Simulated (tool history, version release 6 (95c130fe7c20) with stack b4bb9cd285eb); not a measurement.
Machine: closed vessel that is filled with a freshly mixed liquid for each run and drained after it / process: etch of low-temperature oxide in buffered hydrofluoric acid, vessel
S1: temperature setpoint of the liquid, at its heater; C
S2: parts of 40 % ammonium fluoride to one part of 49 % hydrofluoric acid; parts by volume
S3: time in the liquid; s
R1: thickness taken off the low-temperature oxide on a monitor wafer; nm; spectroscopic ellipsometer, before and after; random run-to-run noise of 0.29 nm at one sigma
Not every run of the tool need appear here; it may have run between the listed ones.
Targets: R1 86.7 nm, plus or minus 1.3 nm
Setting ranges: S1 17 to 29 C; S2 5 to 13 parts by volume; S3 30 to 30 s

run	day	S1	S2	S3	R1
1	0	21	8	30	138.56
2	0.062	20	8.5	30	122.46
3	0.188	19.5	9	30	111.55
4	0.212	19	9	30	108.37
5	0.554	18.5	9	30	105.87
6	0.65	18	9	30	102.72
7	0.917	17.5	9.5	30	96.533
8	1.092	17	10	30	90.592

Below are 4 possible settings for the next run. Only one of them brings all results inside the allowed miss of their targets. Which is it?
A	1.267	17	10.5	30	?
B	1.267	18	10	30	?
C	1.267	17.5	10	30	?
D	1.267	17	9.5	30	?

move	R1
A	86.642
B	96.183
C	93.488
D	93.849
A: every result lands within tolerance
B: the biggest miss grows against the last run
C: the biggest miss grows against the last run
D: the biggest miss grows against the last run
So the answer is move A, the one that meets all the targets.

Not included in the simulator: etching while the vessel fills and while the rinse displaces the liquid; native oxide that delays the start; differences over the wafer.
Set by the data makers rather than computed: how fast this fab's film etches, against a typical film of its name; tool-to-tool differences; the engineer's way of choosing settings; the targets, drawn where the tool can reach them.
